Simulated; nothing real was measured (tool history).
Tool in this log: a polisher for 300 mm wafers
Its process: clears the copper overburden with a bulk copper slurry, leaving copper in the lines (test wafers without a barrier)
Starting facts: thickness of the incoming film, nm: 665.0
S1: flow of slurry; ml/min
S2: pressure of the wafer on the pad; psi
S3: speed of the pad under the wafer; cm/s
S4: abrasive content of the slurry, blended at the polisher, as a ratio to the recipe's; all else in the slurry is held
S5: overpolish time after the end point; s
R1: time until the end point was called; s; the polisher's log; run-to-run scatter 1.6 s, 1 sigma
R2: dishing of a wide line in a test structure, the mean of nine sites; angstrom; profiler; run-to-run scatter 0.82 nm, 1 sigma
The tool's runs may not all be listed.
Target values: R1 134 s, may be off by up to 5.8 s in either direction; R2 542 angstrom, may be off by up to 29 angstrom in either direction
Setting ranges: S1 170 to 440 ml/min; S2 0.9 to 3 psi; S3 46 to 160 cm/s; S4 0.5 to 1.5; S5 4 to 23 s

Run 1, hour 0: S1 280 ml/min, S2 1.9 psi, S3 102 cm/s, S4 1, S5 12 s. Result: R1 93.672 s, R2 502.4 angstrom.
Run 2, hour 8.7: S1 280 ml/min, S2 1.8 psi, S3 102 cm/s, S4 1, S5 13 s. Result: R1 99.316 s, R2 529.73 angstrom.
Run 3, hour 10.1: S1 280 ml/min, S2 1.8 psi, S3 102 cm/s, S4 1, S5 18 s. Result: R1 96.953 s, R2 689.1 angstrom.
Run 4, hour 13.7: S1 280 ml/min, S2 2.1 psi, S3 102 cm/s, S4 1, S5 18 s. Result: R1 87.19 s, R2 726.95 angstrom.
Run 5, hour 16.4: S1 280 ml/min, S2 2.1 psi, S3 112 cm/s, S4 1, S5 18 s. Result: R1 80.119 s, R2 820.65 angstrom.
Run 6, hour 20.8: S1 280 ml/min, S2 2.1 psi, S3 112 cm/s, S4 1.15, S5 18 s. Result: R1 77.909 s, R2 777.27 angstrom.
Run 7, hour 28.6: S1 280 ml/min, S2 2 psi, S3 112 cm/s, S4 1.15, S5 18 s. Result: R1 79.734 s, R2 777.89 angstrom.
Run 8, hour 37.4: S1 280 ml/min, S2 1.9 psi, S3 110 cm/s, S4 1.15, S5 18 s. Result: R1 86.644 s, R2 749.35 angstrom.
Run 9, hour 39.9: S1 280 ml/min, S2 1.8 psi, S3 110 cm/s, S4 1.15, S5 18 s. Result: R1 89.93 s, R2 704.16 angstrom.
Run 10, hour 46.5: S1 280 ml/min, S2 1.7 psi, S3 110 cm/s, S4 1.15, S5 18 s. Result: R1 92.515 s, R2 688.7 angstrom.
Run 11, hour 55: S1 280 ml/min, S2 1.6 psi, S3 110 cm/s, S4 1.15, S5 18 s. Result: R1 100.71 s, R2 652.34 angstrom.
Run 12, hour 56.5: S1 280 ml/min, S2 1.5 psi, S3 110 cm/s, S4 1.15, S5 18 s. Result: R1 103.6 s, R2 645.49 angstrom.
Run 13, hour 58.7: S1 280 ml/min, S2 1.4 psi, S3 110 cm/s, S4 1.15, S5 18 s. Result: R1 109.4 s, R2 608.99 angstrom.
Run 14, hour 66.7: S1 280 ml/min, S2 1.4 psi, S3 110 cm/s, S4 1.15, S5 18 s. Result: R1 112.15 s, R2 607.22 angstrom.
Run 15, hour 68.1: S1 280 ml/min, S2 1.2 psi, S3 110 cm/s, S4 1.15, S5 18 s. Result: R1 122.17 s, R2 539.93 angstrom.

Exercise: of the 5 proposed moves below, exactly one satisfies all targets within the stated allowed misses. Which move is it?
Run A, hour 69.5: S1 230 ml/min, S2 1.2 psi, S3 104 cm/s, S4 1.2, S5 19 s. Result: R1 ?, R2 ?.
Run B, hour 69.5: S1 270 ml/min, S2 1 psi, S3 128 cm/s, S4 1.2, S5 17 s. Result: R1 ?, R2 ?.
Run C, hour 69.5: S1 285 ml/min, S2 1.5 psi, S3 114 cm/s, S4 1, S5 15 s. Result: R1 ?, R2 ?.
Run D, hour 69.5: S1 255 ml/min, S2 1 psi, S3 128 cm/s, S4 1.35, S5 15 s. Result: R1 ?, R2 ?.
Run E, hour 69.5: S1 310 ml/min, S2 1.3 psi, S3 92 cm/s, S4 1.3, S5 23 s. Result: R1 ?, R2 ?.

move      R1      R2
   A  132.25  537.59
   B  121.83   515.9
   C  102.82  557.06
   D  120.05  476.22
   E  134.82  612.49
A: all results in spec
B: as far off as the last run
C: the biggest miss grows against the last run
D: the biggest miss grows against the last run
E: brings the result that was furthest off to its target, and leaves another outside
A meets every target.
